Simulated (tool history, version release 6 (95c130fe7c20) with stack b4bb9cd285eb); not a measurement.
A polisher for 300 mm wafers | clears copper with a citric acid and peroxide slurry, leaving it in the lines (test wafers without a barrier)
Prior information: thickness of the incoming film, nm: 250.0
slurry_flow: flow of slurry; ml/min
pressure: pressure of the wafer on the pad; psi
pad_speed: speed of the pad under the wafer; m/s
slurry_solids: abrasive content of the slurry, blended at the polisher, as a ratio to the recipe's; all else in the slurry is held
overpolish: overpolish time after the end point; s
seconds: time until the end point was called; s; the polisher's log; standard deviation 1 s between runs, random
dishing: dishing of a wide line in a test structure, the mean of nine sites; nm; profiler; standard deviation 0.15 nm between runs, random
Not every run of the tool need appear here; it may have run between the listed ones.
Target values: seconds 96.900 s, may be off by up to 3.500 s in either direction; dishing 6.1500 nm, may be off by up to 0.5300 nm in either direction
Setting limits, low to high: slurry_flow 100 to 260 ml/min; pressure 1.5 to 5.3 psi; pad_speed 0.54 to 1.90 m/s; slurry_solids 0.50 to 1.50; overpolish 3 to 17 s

run,hour,slurry_flow,pressure,pad_speed,slurry_solids,overpolish,seconds,dishing
1,0.0,165,3.4,1.22,1.00,9,94.843,17.8070
2,8.1,165,3.4,1.10,1.00,9,102.040,16.5190
3,12.8,135,3.4,1.10,1.00,9,105.350,16.4840
4,17.8,155,3.3,1.10,1.00,8,106.460,14.0140
5,23.8,170,3.2,1.10,1.05,7,108.200,12.7300
6,25.7,135,3.2,1.10,1.05,7,110.720,11.7830
7,28.1,130,3.1,1.14,1.10,6,111.020,10.3310
8,37.1,100,2.8,1.38,1.35,3,108.960,5.5914
9,37.7,105,2.8,1.38,1.35,3,109.050,5.2501
10,45.2,105,2.8,1.38,1.35,3,108.760,5.5056
11,47.7,110,2.8,1.38,1.35,3,107.790,5.2709
12,56.2,135,3.1,1.38,1.35,4,92.981,8.4513
13,58.8,130,3.1,1.40,1.35,4,91.625,8.5955
14,66.5,125,3.1,1.42,1.35,4,92.128,8.5018
15,73.6,120,3.1,1.44,1.35,4,90.142,8.4349
16,79.4,115,3.1,1.44,1.35,4,90.835,7.9771

Which single option among these 5 for the next run brings every result within its allowed miss of target? Just one does.
A,85.2,120,3.4,1.28,1.05,3,?,?
B,85.2,100,3.2,1.64,1.20,3,?,?
C,85.2,100,3.3,1.52,1.35,3,?,?
D,85.2,120,3.2,1.52,1.35,4,?,?
E,85.2,100,3.0,1.36,1.35,3,?,?

move,seconds,dishing
A,95.650,6.2706
B,84.741,7.0492
C,85.772,6.9688
D,83.990,9.3817
E,103.200,5.8186
A: every result within its allowed miss
B: as far off as the last run
C: an improvement on the last run, though not all results are within tolerance
D: further off than the last run
E: the worst result of the last run now meets its target, but another is out of spec
Answer: A
